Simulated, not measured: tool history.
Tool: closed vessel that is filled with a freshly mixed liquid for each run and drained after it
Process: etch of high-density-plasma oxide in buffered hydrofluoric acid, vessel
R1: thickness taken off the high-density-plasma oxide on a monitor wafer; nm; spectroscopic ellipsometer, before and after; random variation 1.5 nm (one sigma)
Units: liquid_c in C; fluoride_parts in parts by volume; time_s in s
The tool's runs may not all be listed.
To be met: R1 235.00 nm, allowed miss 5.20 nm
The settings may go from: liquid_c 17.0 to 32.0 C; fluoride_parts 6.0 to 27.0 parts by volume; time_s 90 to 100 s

run 1 day=0.000 | liquid_c=25.0 fluoride_parts=16.5 time_s=90 | R1=137.19
run 2 day=0.204 | liquid_c=26.5 fluoride_parts=16.0 time_s=90 | R1=154.29
run 3 day=0.446 | liquid_c=26.5 fluoride_parts=16.0 time_s=100 | R1=169.50
run 4 day=0.596 | liquid_c=27.5 fluoride_parts=15.5 time_s=100 | R1=182.86
run 5 day=0.754 | liquid_c=28.5 fluoride_parts=15.0 time_s=100 | R1=201.59
run 6 day=0.838 | liquid_c=28.5 fluoride_parts=15.0 time_s=90 | R1=181.65
run 7 day=1.171 | liquid_c=29.5 fluoride_parts=15.0 time_s=90 | R1=190.96
run 8 day=1.467 | liquid_c=30.0 fluoride_parts=14.5 time_s=90 | R1=201.29
run 9 day=1.742 | liquid_c=30.5 fluoride_parts=14.5 time_s=90 | R1=206.17

4 next moves are on the table. One of them brings every result within its allowed miss. Which?
run A day=2.017 | liquid_c=29.0 fluoride_parts=17.0 time_s=100 | R1=?
run B day=2.017 | liquid_c=29.0 fluoride_parts=12.5 time_s=100 | R1=?
run C day=2.017 | liquid_c=31.0 fluoride_parts=18.0 time_s=95 | R1=?
run D day=2.017 | liquid_c=31.0 fluoride_parts=14.5 time_s=100 | R1=?

move=A R1=182.33
move=B R1=246.45
move=C R1=181.95
move=D R1=236.76
A: further off than the last run
B: takes the result that was furthest off past its target
C: further off than the last run
D: meets every target
Move D is the one to make.
